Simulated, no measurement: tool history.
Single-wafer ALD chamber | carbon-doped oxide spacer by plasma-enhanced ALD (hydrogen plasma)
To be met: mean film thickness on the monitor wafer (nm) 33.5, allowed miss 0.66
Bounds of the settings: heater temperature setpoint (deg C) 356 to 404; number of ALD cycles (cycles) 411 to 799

run,hour,heater temperature setpoint (deg C),number of ALD cycles (cycles),mean film thickness on the monitor wafer (nm)
1,0,380,605,29.997
2,1.8,380,626,30.883
3,6.5,380,642,31.652
4,8.9,380,561,27.671
5,18.3,386,561,27.725
6,25.6,377,561,27.775
7,30,377,561,27.592
8,37,377,596,29.627
9,44.8,377,618,30.358
10,54.9,377,637,31.579

Which of these 4 next moves meets every target?
A,65,368,703,?
B,65,388,718,?
C,65,390,684,?
D,65,372,609,?

move,mean film thickness on the monitor wafer (nm)
A,34.409
B,35.143
C,33.479
D,29.808
A: takes the result that was furthest off past its target
B: takes the result that was furthest off past its target
C: meets every target
D: further off than the last run
Answer: C
